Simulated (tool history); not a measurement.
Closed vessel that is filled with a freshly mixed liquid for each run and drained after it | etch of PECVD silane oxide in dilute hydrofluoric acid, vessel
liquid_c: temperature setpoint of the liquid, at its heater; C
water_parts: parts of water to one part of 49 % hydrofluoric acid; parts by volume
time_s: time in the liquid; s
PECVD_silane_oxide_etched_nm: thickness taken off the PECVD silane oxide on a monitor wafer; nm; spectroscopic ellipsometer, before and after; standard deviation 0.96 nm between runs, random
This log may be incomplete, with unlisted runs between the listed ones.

{"run": 1, "hour": 0.0, "liquid_c": 20.0, "water_parts": 185, "time_s": 400, "PECVD_silane_oxide_etched_nm": 58.762}
{"run": 2, "hour": 5.3, "liquid_c": 20.0, "water_parts": 125, "time_s": 400, "PECVD_silane_oxide_etched_nm": 93.288}
{"run": 3, "hour": 10.9, "liquid_c": 20.0, "water_parts": 180, "time_s": 400, "PECVD_silane_oxide_etched_nm": 61.367}
{"run": 4, "hour": 17.4, "liquid_c": 21.0, "water_parts": 170, "time_s": 400, "PECVD_silane_oxide_etched_nm": 67.642}
{"run": 5, "hour": 19.3, "liquid_c": 22.0, "water_parts": 160, "time_s": 400, "PECVD_silane_oxide_etched_nm": 75.141}
{"run": 6, "hour": 23.3, "liquid_c": 23.0, "water_parts": 150, "time_s": 400, "PECVD_silane_oxide_etched_nm": 84.564}
{"run": 7, "hour": 30.9, "liquid_c": 27.0, "water_parts": 115, "time_s": 400, "PECVD_silane_oxide_etched_nm": 133.9}

What will run 8 give?
{"run": 8, "hour": 33.6, "liquid_c": 26.5, "water_parts": 115, "time_s": 400, "PECVD_silane_oxide_etched_nm": "?"}

PECVD_silane_oxide_etched_nm: 133.210 nm
